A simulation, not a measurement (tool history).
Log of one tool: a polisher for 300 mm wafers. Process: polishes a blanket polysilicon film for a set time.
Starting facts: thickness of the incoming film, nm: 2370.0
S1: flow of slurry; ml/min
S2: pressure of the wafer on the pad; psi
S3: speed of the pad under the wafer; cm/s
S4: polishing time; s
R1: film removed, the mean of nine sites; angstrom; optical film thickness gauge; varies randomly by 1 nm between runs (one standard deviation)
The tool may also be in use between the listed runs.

run 1 hour=0.0 | S1=275 S2=3.1 S3=80 S4=22 | R1=1477.8
run 2 hour=2.9 | S1=275 S2=2.9 S3=80 S4=22 | R1=1435.6
run 3 hour=7.4 | S1=275 S2=2.9 S3=88 S4=22 | R1=1559.1
run 4 hour=8.2 | S1=275 S2=2.7 S3=88 S4=22 | R1=1498.8
run 5 hour=11.1 | S1=275 S2=2.5 S3=88 S4=22 | R1=1453.8
run 6 hour=19.3 | S1=275 S2=2.5 S3=72 S4=22 | R1=1186.1
run 7 hour=21.1 | S1=275 S2=2.4 S3=72 S4=22 | R1=1144.6

Run 8, settings as shown, results not yet in. Your forecast:
run 8 hour=28.2 | S1=275 S2=2.3 S3=72 S4=22 | R1=?

{"run 8": {"R1": 1121.7}}
